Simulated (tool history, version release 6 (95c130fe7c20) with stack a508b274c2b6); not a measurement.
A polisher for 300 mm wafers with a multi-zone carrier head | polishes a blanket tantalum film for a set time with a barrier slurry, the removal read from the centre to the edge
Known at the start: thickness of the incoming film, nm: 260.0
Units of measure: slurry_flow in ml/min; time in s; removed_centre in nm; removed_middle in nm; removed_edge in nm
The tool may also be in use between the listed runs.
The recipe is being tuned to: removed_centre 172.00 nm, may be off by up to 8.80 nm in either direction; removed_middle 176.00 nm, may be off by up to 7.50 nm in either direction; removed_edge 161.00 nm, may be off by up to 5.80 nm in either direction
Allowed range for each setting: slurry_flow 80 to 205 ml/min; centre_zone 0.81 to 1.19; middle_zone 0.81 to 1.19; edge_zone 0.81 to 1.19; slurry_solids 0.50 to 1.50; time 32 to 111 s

Run 1, hour 0.0: slurry_flow 135 ml/min, centre_zone 1.00, middle_zone 1.00, edge_zone 1.00, slurry_solids 1.00, time 71 s. Result: removed_centre 111.83 nm, removed_middle 111.12 nm, removed_edge 108.50 nm.
Run 2, hour 6.6: slurry_flow 140 ml/min, centre_zone 1.01, middle_zone 1.02, edge_zone 1.02, slurry_solids 1.10, time 73 s. Result: removed_centre 119.54 nm, removed_middle 123.47 nm, removed_edge 119.06 nm.
Run 3, hour 15.6: slurry_flow 145 ml/min, centre_zone 1.04, middle_zone 1.03, edge_zone 1.03, slurry_solids 1.15, time 73 s. Result: removed_centre 123.34 nm, removed_middle 124.68 nm, removed_edge 122.12 nm.
Run 4, hour 24.1: slurry_flow 145 ml/min, centre_zone 1.04, middle_zone 1.03, edge_zone 1.03, slurry_solids 1.00, time 73 s. Result: removed_centre 123.76 nm, removed_middle 119.28 nm, removed_edge 114.55 nm.
Run 5, hour 28.9: slurry_flow 150 ml/min, centre_zone 1.06, middle_zone 1.05, edge_zone 1.04, slurry_solids 1.10, time 74 s. Result: removed_centre 128.70 nm, removed_middle 129.91 nm, removed_edge 122.03 nm.
Run 6, hour 30.3: slurry_flow 155 ml/min, centre_zone 1.08, middle_zone 1.06, edge_zone 1.05, slurry_solids 1.15, time 75 s. Result: removed_centre 139.93 nm, removed_middle 132.16 nm, removed_edge 128.27 nm.
Run 7, hour 32.3: slurry_flow 160 ml/min, centre_zone 1.08, middle_zone 1.08, edge_zone 1.05, slurry_solids 1.20, time 76 s. Result: removed_centre 139.64 nm, removed_middle 141.52 nm, removed_edge 129.56 nm.
Run 8, hour 35.9: slurry_flow 160 ml/min, centre_zone 1.09, middle_zone 1.09, edge_zone 1.06, slurry_solids 1.25, time 77 s. Result: removed_centre 143.80 nm, removed_middle 143.46 nm, removed_edge 136.33 nm.

Next run, 4 choices. One meets every target within its allowed miss, the rest don't. Which?
Run A, hour 39.5: slurry_flow 155 ml/min, centre_zone 0.81, middle_zone 1.19, edge_zone 1.10, slurry_solids 1.50, time 82 s. Result: removed_centre ?, removed_middle ?, removed_edge ?.
Run B, hour 39.5: slurry_flow 200 ml/min, centre_zone 1.06, middle_zone 1.09, edge_zone 1.07, slurry_solids 1.15, time 92 s. Result: removed_centre ?, removed_middle ?, removed_edge ?.
Run C, hour 39.5: slurry_flow 90 ml/min, centre_zone 0.85, middle_zone 0.97, edge_zone 1.19, slurry_solids 1.50, time 89 s. Result: removed_centre ?, removed_middle ?, removed_edge ?.
Run D, hour 39.5: slurry_flow 95 ml/min, centre_zone 0.95, middle_zone 0.86, edge_zone 1.19, slurry_solids 1.50, time 82 s. Result: removed_centre ?, removed_middle ?, removed_edge ?.

move  removed_centre  removed_middle  removed_edge
   A          120.06          170.68        150.50
   B          173.10          172.93        160.70
   C          115.11          134.03        154.01
   D          121.28          113.86        143.94
A: the worst result of the last run now meets its target, but another is out of spec
B: in spec on every target
C: its largest miss is bigger than the last run's
D: its largest miss is bigger than the last run's
Go with B: it meets all targets.
